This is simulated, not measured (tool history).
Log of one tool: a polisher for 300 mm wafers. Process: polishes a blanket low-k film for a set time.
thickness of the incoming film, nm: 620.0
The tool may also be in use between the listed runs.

run	hour	flow of slurry (ml/min)	pressure of the wafer on the pad (kPa)	speed of the pad under the wafer (m/s)	abrasive content of the slurry	polishing time (s)	film removed (Å)
1	0.0	125	11.7	1.14	1.0	24	102.510
2	7.0	125	11.7	0.98	1.0	24	93.996
3	10.1	125	11.7	1.22	1.0	24	109.440
4	11.7	125	9.7	1.22	1.0	24	89.165
5	13.1	125	9.7	1.22	0.9	24	83.667
6	15.2	95	9.7	1.22	0.9	24	81.257

Forecast run 7:
7	16.4	100	11.7	1.24	0.9	24	?

{"run 7": {"film removed (Å)": 101.43}}
